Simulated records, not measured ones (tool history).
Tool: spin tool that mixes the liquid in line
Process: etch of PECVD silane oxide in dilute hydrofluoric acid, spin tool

run	hour	temperature setpoint of the liquid (°C)	parts of water to one part of 49 % hydrofluoric acid (parts by volume)	time under the liquid (s)	thickness taken off the PECVD silane oxide on a monitor wafer (nm)
1	0.0	22.0	230	305	14.724
2	3.6	19.5	230	305	13.288
3	8.8	21.5	230	305	14.283
4	12.2	23.0	225	305	15.513
5	16.6	23.0	150	305	25.279
# hour 21.9: hydrofluoric acid flow meter replaced
6	21.9	23.0	70	305	68.038

Forecast run 7:
7	30.2	22.5	95	305	?

thickness taken off the PECVD silane oxide on a monitor wafer (nm): 47.573

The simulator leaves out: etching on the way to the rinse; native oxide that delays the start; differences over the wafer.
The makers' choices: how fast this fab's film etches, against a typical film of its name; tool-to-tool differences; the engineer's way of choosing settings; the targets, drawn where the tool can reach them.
